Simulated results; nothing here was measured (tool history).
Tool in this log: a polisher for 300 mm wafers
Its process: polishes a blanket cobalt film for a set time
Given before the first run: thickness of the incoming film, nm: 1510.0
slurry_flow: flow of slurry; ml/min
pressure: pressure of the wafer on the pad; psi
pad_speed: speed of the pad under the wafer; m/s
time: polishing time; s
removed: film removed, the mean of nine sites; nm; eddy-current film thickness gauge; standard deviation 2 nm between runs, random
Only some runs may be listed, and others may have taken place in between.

run  hour  slurry_flow  pressure  pad_speed  time  removed
  1   0.0          300       1.5       0.92    73   245.50
  2   6.8          300       1.3       0.90    73   225.55
  3  11.1          300       1.2       0.82    73   192.10
  4  19.9          270       1.2       0.82    73   186.40
     23.4  -- head pressure recalibrated
  5  23.4          270       1.2       0.94    73   193.16
  6  24.3          270       1.4       0.94    73   221.32
  7  31.8          250       1.3       0.92    73   196.01
  8  39.8          235       1.2       0.90    73   182.55
  9  46.1          225       1.1       0.88    73   164.34
 10  49.2          215       1.0       0.88    73   148.73
 11  51.8          210       1.0       0.88    73   152.47
 12  58.2          205       1.0       0.88    73   148.01
 13  65.1          200       1.0       0.88    73   148.94

Run 14, settings as shown, results not yet in. Your forecast:
 14  66.1          195       1.0       0.88    73        ?

For run 14 the tool returned removed 146.64 nm.

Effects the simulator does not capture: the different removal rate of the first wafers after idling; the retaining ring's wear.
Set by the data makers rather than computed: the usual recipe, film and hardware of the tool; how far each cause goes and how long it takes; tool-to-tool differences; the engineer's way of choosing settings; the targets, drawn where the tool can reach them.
